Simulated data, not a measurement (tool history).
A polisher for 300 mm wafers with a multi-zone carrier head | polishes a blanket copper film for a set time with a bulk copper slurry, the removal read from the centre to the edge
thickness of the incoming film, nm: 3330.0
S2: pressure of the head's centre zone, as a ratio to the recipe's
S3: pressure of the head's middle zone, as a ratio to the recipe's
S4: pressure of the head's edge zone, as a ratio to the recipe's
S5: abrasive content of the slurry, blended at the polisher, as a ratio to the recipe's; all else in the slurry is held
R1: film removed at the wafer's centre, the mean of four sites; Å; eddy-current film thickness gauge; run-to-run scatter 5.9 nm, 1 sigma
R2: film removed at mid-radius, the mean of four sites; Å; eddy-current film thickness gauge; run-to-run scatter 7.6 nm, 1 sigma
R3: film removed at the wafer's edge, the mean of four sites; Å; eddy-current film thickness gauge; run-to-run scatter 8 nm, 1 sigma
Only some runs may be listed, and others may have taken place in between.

Run 1, hour 0.0: flow of slurry (ml/min) 205, S2 1.00, S3 1.00, S4 1.00, S5 1.00, polishing time (s) 51. Result: R1 7355.5 Å, R2 7186.7 Å, R3 7208.3 Å.
Run 2, hour 0.9: flow of slurry (ml/min) 205, S2 1.00, S3 1.00, S4 1.07, S5 1.00, polishing time (s) 51. Result: R1 7350.0 Å, R2 7188.6 Å, R3 7311.3 Å.
Run 3, hour 1.9: flow of slurry (ml/min) 220, S2 0.96, S3 1.05, S4 1.10, S5 1.15, polishing time (s) 52. Result: R1 7592.9 Å, R2 8152.3 Å, R3 8016.1 Å.
Run 4, hour 3.9: flow of slurry (ml/min) 220, S2 0.96, S3 1.05, S4 1.10, S5 1.15, polishing time (s) 47. Result: R1 6825.4 Å, R2 7227.9 Å, R3 7147.1 Å.
Run 5, hour 11.7: flow of slurry (ml/min) 235, S2 0.94, S3 1.09, S4 1.12, S5 1.25, polishing time (s) 48. Result: R1 7100.4 Å, R2 7868.5 Å, R3 7810.8 Å.
Run 6, hour 20.0: flow of slurry (ml/min) 205, S2 0.94, S3 1.09, S4 1.12, S5 1.25, polishing time (s) 48. Result: R1 6843.3 Å, R2 7752.4 Å, R3 7606.7 Å.
Run 7, hour 26.5: flow of slurry (ml/min) 225, S2 0.93, S3 1.12, S4 1.10, S5 1.35, polishing time (s) 49. Result: R1 7399.0 Å, R2 8474.9 Å, R3 7794.1 Å.
Run 8, hour 34.5: flow of slurry (ml/min) 245, S2 0.91, S3 1.14, S4 1.12, S5 1.40, polishing time (s) 49. Result: R1 7225.9 Å, R2 8758.3 Å, R3 8134.6 Å.
Run 9, hour 40.9: flow of slurry (ml/min) 255, S2 0.92, S3 1.16, S4 1.13, S5 1.45, polishing time (s) 49. Result: R1 7525.1 Å, R2 9024.5 Å, R3 8264.2 Å.
Run 10, hour 45.4: flow of slurry (ml/min) 265, S2 0.92, S3 1.17, S4 1.14, S5 1.45, polishing time (s) 49. Result: R1 7464.9 Å, R2 9082.9 Å, R3 8451.0 Å.
Run 11, hour 49.5: flow of slurry (ml/min) 270, S2 0.92, S3 1.18, S4 1.14, S5 1.45, polishing time (s) 49. Result: R1 7511.1 Å, R2 9194.7 Å, R3 8303.5 Å.
Run 12, hour 58.3: flow of slurry (ml/min) 275, S2 0.92, S3 1.18, S4 1.15, S5 1.45, polishing time (s) 49. Result: R1 7552.4 Å, R2 9339.1 Å, R3 8419.2 Å.
Run 13, hour 66.6: flow of slurry (ml/min) 280, S2 0.92, S3 1.18, S4 1.16, S5 1.45, polishing time (s) 49. Result: R1 7473.5 Å, R2 9144.1 Å, R3 8490.8 Å.
Run 14, hour 73.1: flow of slurry (ml/min) 280, S2 0.92, S3 1.18, S4 1.15, S5 1.45, polishing time (s) 49. Result: R1 7571.7 Å, R2 9263.4 Å, R3 8413.4 Å.
At hour 74.9: edge zone pressure recalibrated.
Run 15, hour 74.9: flow of slurry (ml/min) 285, S2 0.92, S3 1.18, S4 1.15, S5 1.45, polishing time (s) 49. Result: R1 7666.8 Å, R2 9297.8 Å, R3 8684.0 Å.
Run 16, hour 79.9: flow of slurry (ml/min) 285, S2 0.91, S3 1.18, S4 1.14, S5 1.45, polishing time (s) 49. Result: R1 7526.8 Å, R2 9246.7 Å, R3 8670.4 Å.

The next listed run, before its measurement:
Run 17, hour 87.6: flow of slurry (ml/min) 280, S2 0.91, S3 1.18, S4 1.14, S5 1.45, polishing time (s) 49. Result: R1 ?, R2 ?, R3 ?.

For run 17 the tool returned R1 7550.7 Å, R2 9200.4 Å, R3 8757.7 Å.
